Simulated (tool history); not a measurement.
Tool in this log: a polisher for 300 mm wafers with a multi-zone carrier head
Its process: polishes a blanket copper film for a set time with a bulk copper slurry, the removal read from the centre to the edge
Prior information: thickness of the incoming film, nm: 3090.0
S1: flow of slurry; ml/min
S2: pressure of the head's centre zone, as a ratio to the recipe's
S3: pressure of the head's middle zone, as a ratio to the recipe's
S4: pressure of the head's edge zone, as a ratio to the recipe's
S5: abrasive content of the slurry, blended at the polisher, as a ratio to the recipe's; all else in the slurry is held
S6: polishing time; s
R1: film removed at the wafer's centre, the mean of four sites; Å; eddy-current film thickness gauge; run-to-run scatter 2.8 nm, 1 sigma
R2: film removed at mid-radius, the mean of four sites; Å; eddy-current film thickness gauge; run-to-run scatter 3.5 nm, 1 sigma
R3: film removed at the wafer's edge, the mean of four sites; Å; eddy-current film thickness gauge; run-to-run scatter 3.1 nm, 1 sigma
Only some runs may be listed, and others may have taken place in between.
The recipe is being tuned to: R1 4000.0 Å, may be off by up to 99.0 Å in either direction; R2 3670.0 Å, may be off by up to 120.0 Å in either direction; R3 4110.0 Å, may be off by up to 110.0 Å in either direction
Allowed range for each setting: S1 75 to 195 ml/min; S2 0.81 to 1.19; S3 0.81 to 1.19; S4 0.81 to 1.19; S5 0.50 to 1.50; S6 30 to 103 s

Run 1, day 0.000: S1 125 ml/min, S2 1.00, S3 1.00, S4 1.00, S5 1.00, S6 66 s. Result: R1 6228.0 Å, R2 6399.0 Å, R3 6757.0 Å.
Run 2, day 0.175: S1 125 ml/min, S2 1.00, S3 1.00, S4 1.00, S5 1.00, S6 60 s. Result: R1 5699.9 Å, R2 5673.2 Å, R3 6168.3 Å.
Run 3, day 0.462: S1 125 ml/min, S2 1.00, S3 1.00, S4 1.00, S5 1.00, S6 67 s. Result: R1 6411.0 Å, R2 6496.0 Å, R3 6778.1 Å.
Run 4, day 0.729: S1 125 ml/min, S2 1.00, S3 1.00, S4 0.92, S5 1.00, S6 67 s. Result: R1 6401.1 Å, R2 6316.7 Å, R3 6669.7 Å.
Run 5, day 1.004: S1 155 ml/min, S2 1.00, S3 1.00, S4 0.92, S5 1.00, S6 67 s. Result: R1 6843.2 Å, R2 6777.2 Å, R3 6881.5 Å.
Run 6, day 1.258: S1 155 ml/min, S2 1.08, S3 1.00, S4 0.92, S5 1.00, S6 67 s. Result: R1 7364.0 Å, R2 6753.3 Å, R3 6901.6 Å.
Run 7, day 1.421: S1 150 ml/min, S2 1.07, S3 0.99, S4 0.91, S5 0.95, S6 64 s. Result: R1 6862.7 Å, R2 6235.2 Å, R3 6501.3 Å.
Run 8, day 1.717: S1 145 ml/min, S2 1.06, S3 0.99, S4 0.90, S5 0.90, S6 61 s. Result: R1 6354.6 Å, R2 5864.2 Å, R3 5913.7 Å.
Run 9, day 1.996: S1 135 ml/min, S2 1.04, S3 0.97, S4 0.90, S5 0.85, S6 60 s. Result: R1 5939.2 Å, R2 5506.4 Å, R3 5749.5 Å.
Run 10, day 2.221: S1 130 ml/min, S2 1.03, S3 0.96, S4 0.89, S5 0.80, S6 59 s. Result: R1 5711.9 Å, R2 5179.8 Å, R3 5497.7 Å.
Run 11, day 2.512: S1 125 ml/min, S2 1.02, S3 0.95, S4 0.88, S5 0.75, S6 58 s. Result: R1 5341.5 Å, R2 5013.6 Å, R3 5305.1 Å.
At day 2.575: slurry nozzle cleaned.
Run 12, day 2.575: S1 120 ml/min, S2 1.02, S3 0.94, S4 0.87, S5 0.70, S6 57 s. Result: R1 5742.0 Å, R2 5235.5 Å, R3 5444.0 Å.
Run 13, day 2.904: S1 120 ml/min, S2 1.01, S3 0.93, S4 0.87, S5 0.70, S6 55 s. Result: R1 5533.2 Å, R2 4984.0 Å, R3 5255.4 Å.
Run 14, day 2.983: S1 95 ml/min, S2 0.91, S3 0.85, S4 0.82, S5 0.50, S6 44 s. Result: R1 3495.2 Å, R2 3334.0 Å, R3 3700.5 Å.
Run 15, day 3.196: S1 100 ml/min, S2 0.91, S3 0.85, S4 0.83, S5 0.50, S6 44 s. Result: R1 3561.7 Å, R2 3356.0 Å, R3 3797.0 Å.
Run 16, day 3.442: S1 105 ml/min, S2 0.91, S3 0.85, S4 0.83, S5 0.50, S6 44 s. Result: R1 3578.8 Å, R2 3383.7 Å, R3 3781.4 Å.
Run 17, day 3.796: S1 110 ml/min, S2 0.91, S3 0.85, S4 0.84, S5 0.50, S6 44 s. Result: R1 3612.4 Å, R2 3461.6 Å, R3 3800.0 Å.
Run 18, day 4.162: S1 110 ml/min, S2 0.91, S3 0.85, S4 0.84, S5 0.50, S6 44 s. Result: R1 3606.7 Å, R2 3465.8 Å, R3 3869.5 Å.
Run 19, day 4.325: S1 115 ml/min, S2 0.91, S3 0.85, S4 0.84, S5 0.50, S6 44 s. Result: R1 3696.8 Å, R2 3459.6 Å, R3 3889.6 Å.
Run 20, day 4.621: S1 120 ml/min, S2 0.91, S3 0.85, S4 0.84, S5 0.50, S6 44 s. Result: R1 3708.9 Å, R2 3507.0 Å, R3 3904.4 Å.
Run 21, day 4.712: S1 125 ml/min, S2 0.91, S3 0.85, S4 0.84, S5 0.50, S6 44 s. Result: R1 3745.3 Å, R2 3554.4 Å, R3 3973.0 Å.
Run 22, day 5.038: S1 135 ml/min, S2 0.92, S3 0.84, S4 0.83, S5 0.50, S6 44 s. Result: R1 3816.5 Å, R2 3584.9 Å, R3 3960.9 Å.
Run 23, day 5.333: S1 135 ml/min, S2 0.92, S3 0.84, S4 0.83, S5 0.50, S6 44 s. Result: R1 3834.1 Å, R2 3535.2 Å, R3 4005.4 Å.

Which one of the following 4 next-run settings gets every result inside its allowed miss? There is exactly one.
Run A, day 5.629: S1 140 ml/min, S2 0.90, S3 0.82, S4 0.81, S5 0.55, S6 45 s. Result: R1 ?, R2 ?, R3 ?.
Run B, day 5.629: S1 130 ml/min, S2 0.94, S3 0.81, S4 0.84, S5 0.50, S6 44 s. Result: R1 ?, R2 ?, R3 ?.
Run C, day 5.629: S1 175 ml/min, S2 0.90, S3 0.93, S4 0.86, S5 0.50, S6 40 s. Result: R1 ?, R2 ?, R3 ?.
Run D, day 5.629: S1 100 ml/min, S2 0.93, S3 0.88, S4 0.90, S5 0.50, S6 44 s. Result: R1 ?, R2 ?, R3 ?.

move      R1      R2      R3
   A  3929.1  3728.2  4073.6
   B  3884.8  3499.3  3942.2
   C  3591.6  3758.7  3754.9
   D  3596.7  3533.9  3903.5
A: all results in spec
B: moves toward the targets from the last run without getting all of them in spec
C: its largest miss is bigger than the last run's
D: its largest miss is bigger than the last run's
Answer: A

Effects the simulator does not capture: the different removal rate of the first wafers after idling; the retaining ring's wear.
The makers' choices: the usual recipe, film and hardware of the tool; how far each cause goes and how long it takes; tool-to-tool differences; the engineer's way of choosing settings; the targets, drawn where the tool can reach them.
